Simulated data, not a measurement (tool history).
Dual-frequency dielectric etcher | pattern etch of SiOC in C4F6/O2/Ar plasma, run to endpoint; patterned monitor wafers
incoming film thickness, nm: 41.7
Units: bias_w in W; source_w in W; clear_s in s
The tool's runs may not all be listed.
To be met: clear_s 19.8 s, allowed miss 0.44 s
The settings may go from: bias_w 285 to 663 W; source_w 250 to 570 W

run,day,bias_w,source_w,clear_s
1,0,474,410,16.248
2,0.225,474,470,15.358
3,0.362,421,430,17.108
4,0.408,461,430,16.122
5,0.525,415,420,17.466
6,0.771,389,420,18.017
7,0.838,369,420,18.753
8,1.046,369,420,18.725
9,1.104,358,420,19.051

4 next moves are on the table. One of them brings every result within its allowed miss. Which?
A,1.162,349,400,?
B,1.162,385,400,?
C,1.162,352,440,?
D,1.162,387,380,?

move,clear_s
A,19.784
B,18.524
C,18.977
D,18.815
A: meets every target
B: further off than the last run
C: further off than the last run
D: further off than the last run
The right move is A.
